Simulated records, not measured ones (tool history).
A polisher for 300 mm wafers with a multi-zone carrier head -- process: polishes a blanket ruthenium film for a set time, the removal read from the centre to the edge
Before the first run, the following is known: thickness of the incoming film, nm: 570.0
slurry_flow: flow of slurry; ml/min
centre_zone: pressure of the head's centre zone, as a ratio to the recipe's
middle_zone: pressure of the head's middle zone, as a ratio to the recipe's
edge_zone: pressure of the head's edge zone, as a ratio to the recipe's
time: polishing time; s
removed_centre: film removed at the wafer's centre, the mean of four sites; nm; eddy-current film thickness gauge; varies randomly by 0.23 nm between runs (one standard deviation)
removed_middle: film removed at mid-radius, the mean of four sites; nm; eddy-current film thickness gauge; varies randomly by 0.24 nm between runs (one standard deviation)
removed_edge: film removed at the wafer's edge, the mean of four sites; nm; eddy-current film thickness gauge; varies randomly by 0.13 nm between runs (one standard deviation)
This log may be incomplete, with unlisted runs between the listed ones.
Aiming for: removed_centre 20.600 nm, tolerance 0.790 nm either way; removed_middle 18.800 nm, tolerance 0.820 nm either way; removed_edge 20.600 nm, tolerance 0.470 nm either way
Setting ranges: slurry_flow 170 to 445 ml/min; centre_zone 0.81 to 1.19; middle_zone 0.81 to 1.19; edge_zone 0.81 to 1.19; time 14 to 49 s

{"run": 1, "day": 0.0, "slurry_flow": 285, "centre_zone": 1.0, "middle_zone": 1.0, "edge_zone": 1.0, "time": 31, "removed_centre": 32.476, "removed_middle": 32.261, "removed_edge": 33.646}
{"run": 2, "day": 0.233, "slurry_flow": 280, "centre_zone": 1.0, "middle_zone": 0.99, "edge_zone": 0.98, "time": 29, "removed_centre": 30.068, "removed_middle": 30.326, "removed_edge": 31.475}
{"run": 3, "day": 0.517, "slurry_flow": 280, "centre_zone": 1.01, "middle_zone": 0.98, "edge_zone": 0.97, "time": 27, "removed_centre": 28.733, "removed_middle": 28.724, "removed_edge": 29.151}
{"run": 4, "day": 0.733, "slurry_flow": 310, "centre_zone": 1.01, "middle_zone": 0.98, "edge_zone": 0.97, "time": 27, "removed_centre": 28.95, "removed_middle": 28.551, "removed_edge": 29.111}
{"run": 5, "day": 0.942, "slurry_flow": 310, "centre_zone": 0.94, "middle_zone": 0.98, "edge_zone": 0.97, "time": 27, "removed_centre": 26.82, "removed_middle": 28.311, "removed_edge": 29.468}
{"run": 6, "day": 1.229, "slurry_flow": 310, "centre_zone": 0.95, "middle_zone": 0.96, "edge_zone": 0.97, "time": 26, "removed_centre": 25.962, "removed_middle": 26.486, "removed_edge": 28.473}
{"run": 7, "day": 1.571, "slurry_flow": 310, "centre_zone": 0.96, "middle_zone": 0.95, "edge_zone": 0.96, "time": 25, "removed_centre": 25.211, "removed_middle": 25.367, "removed_edge": 27.233}
{"run": 8, "day": 1.717, "slurry_flow": 310, "centre_zone": 0.97, "middle_zone": 0.94, "edge_zone": 0.95, "time": 24, "removed_centre": 24.302, "removed_middle": 24.146, "removed_edge": 26.048}
{"run": 9, "day": 2.046, "slurry_flow": 310, "centre_zone": 0.98, "middle_zone": 0.93, "edge_zone": 0.94, "time": 23, "removed_centre": 23.745, "removed_middle": 22.676, "removed_edge": 24.745}
{"run": 10, "day": 2.208, "slurry_flow": 270, "centre_zone": 0.94, "middle_zone": 0.86, "edge_zone": 0.84, "time": 20, "removed_centre": 19.438, "removed_middle": 18.529, "removed_edge": 20.185}
{"run": 11, "day": 2.296, "slurry_flow": 275, "centre_zone": 0.94, "middle_zone": 0.86, "edge_zone": 0.84, "time": 20, "removed_centre": 19.547, "removed_middle": 18.669, "removed_edge": 20.247}
{"run": 12, "day": 2.454, "slurry_flow": 280, "centre_zone": 0.94, "middle_zone": 0.86, "edge_zone": 0.84, "time": 20, "removed_centre": 19.487, "removed_middle": 19.263, "removed_edge": 20.587}

5 candidate next runs follow, results not yet known. Just one meets every target within its allowed miss. Identify it.
{"run": "A", "day": 2.612, "slurry_flow": 275, "centre_zone": 0.86, "middle_zone": 0.94, "edge_zone": 0.81, "time": 20, "removed_centre": "?", "removed_middle": "?", "removed_edge": "?"}
{"run": "B", "day": 2.612, "slurry_flow": 300, "centre_zone": 0.98, "middle_zone": 0.87, "edge_zone": 0.85, "time": 20, "removed_centre": "?", "removed_middle": "?", "removed_edge": "?"}
{"run": "C", "day": 2.612, "slurry_flow": 225, "centre_zone": 0.92, "middle_zone": 0.88, "edge_zone": 0.87, "time": 20, "removed_centre": "?", "removed_middle": "?", "removed_edge": "?"}
{"run": "D", "day": 2.612, "slurry_flow": 270, "centre_zone": 1.06, "middle_zone": 0.87, "edge_zone": 0.85, "time": 20, "removed_centre": "?", "removed_middle": "?", "removed_edge": "?"}
{"run": "E", "day": 2.612, "slurry_flow": 325, "centre_zone": 0.92, "middle_zone": 0.94, "edge_zone": 0.9, "time": 19, "removed_centre": "?", "removed_middle": "?", "removed_edge": "?"}

move=A removed_centre=17.984 removed_middle=20.054 removed_edge=20.043
move=B removed_centre=20.627 removed_middle=18.893 removed_edge=20.510
move=C removed_centre=18.977 removed_middle=18.741 removed_edge=20.415
move=D removed_centre=22.166 removed_middle=18.764 removed_edge=20.410
move=E removed_centre=18.494 removed_middle=19.236 removed_edge=19.974
A: misses by more than the last run did
B: all results land within tolerance of their targets
C: misses by more than the last run did
D: the result that was furthest off in the last run now lies on the other side of its target
E: misses by more than the last run did
B is the move that brings every result within its allowed miss.
